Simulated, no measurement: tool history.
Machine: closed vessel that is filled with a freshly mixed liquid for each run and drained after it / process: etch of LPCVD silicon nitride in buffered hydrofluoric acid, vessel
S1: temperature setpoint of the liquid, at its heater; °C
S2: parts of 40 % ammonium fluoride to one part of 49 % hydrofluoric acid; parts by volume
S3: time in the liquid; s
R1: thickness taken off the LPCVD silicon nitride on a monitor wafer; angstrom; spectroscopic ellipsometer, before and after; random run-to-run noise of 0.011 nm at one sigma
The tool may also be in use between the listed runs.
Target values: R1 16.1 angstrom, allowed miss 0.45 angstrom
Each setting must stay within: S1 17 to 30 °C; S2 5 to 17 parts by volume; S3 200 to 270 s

run    day    S1    S2   S3      R1
  1      0    22  10.5  270   28.14
  2  0.254  20.5  11.5  270  23.998
  3    0.3  19.5  12.5  270  20.751
  4  0.529  19.5  10.5  270  24.697
  5  0.875  17.5  10.5  270  21.995
  6  0.917  17.5  11.5  270  19.956
  7  0.979  17.5    12  270  19.028
  8  1.308  17.5  12.5  270  18.539
  9   1.35    17  14.5  265  15.246

Pick the move, out of 5, that brings all results within their allowed miss; only one does.
  A  1.392    18  15.5  265   ?
  B  1.392    18    16  260   ?
  C  1.392  17.5    13  260   ?
  D  1.392    17  12.5  255   ?
  E  1.392    17    13  250   ?

move      R1
   A  15.105
   B  14.364
   C  17.123
   D  16.961
   E  16.001
A: the biggest miss grows against the last run
B: the biggest miss grows against the last run
C: carries the result that was furthest off beyond its target, to the other side
D: carries the result that was furthest off beyond its target, to the other side
E: in spec on every target
E is the move that brings every result within its allowed miss.
